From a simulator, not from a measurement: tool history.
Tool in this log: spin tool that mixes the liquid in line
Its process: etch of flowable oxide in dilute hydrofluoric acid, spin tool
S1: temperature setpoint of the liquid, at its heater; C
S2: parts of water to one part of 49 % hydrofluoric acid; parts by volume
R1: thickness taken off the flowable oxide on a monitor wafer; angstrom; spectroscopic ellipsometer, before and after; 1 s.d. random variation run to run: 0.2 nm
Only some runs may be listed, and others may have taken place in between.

Run 1, hour 0.0: S1 25.0 C, S2 150 parts by volume, time under the liquid (s) 205. Result: R1 765.59 angstrom.
Run 2, hour 0.8: S1 23.5 C, S2 160 parts by volume, time under the liquid (s) 205. Result: R1 671.89 angstrom.
Run 3, hour 2.9: S1 22.0 C, S2 165 parts by volume, time under the liquid (s) 205. Result: R1 615.92 angstrom.
Run 4, hour 11.4: S1 21.0 C, S2 170 parts by volume, time under the liquid (s) 205. Result: R1 569.27 angstrom.
Run 5, hour 14.6: S1 21.0 C, S2 170 parts by volume, time under the liquid (s) 220. Result: R1 612.01 angstrom.
Run 6, hour 21.3: S1 21.0 C, S2 120 parts by volume, time under the liquid (s) 220. Result: R1 917.03 angstrom.

Run 7, settings as shown, results not yet in. Your forecast:
Run 7, hour 26.5: S1 17.0 C, S2 180 parts by volume, time under the liquid (s) 220. Result: R1 ?.

{"run 7": {"R1": 487.48}}

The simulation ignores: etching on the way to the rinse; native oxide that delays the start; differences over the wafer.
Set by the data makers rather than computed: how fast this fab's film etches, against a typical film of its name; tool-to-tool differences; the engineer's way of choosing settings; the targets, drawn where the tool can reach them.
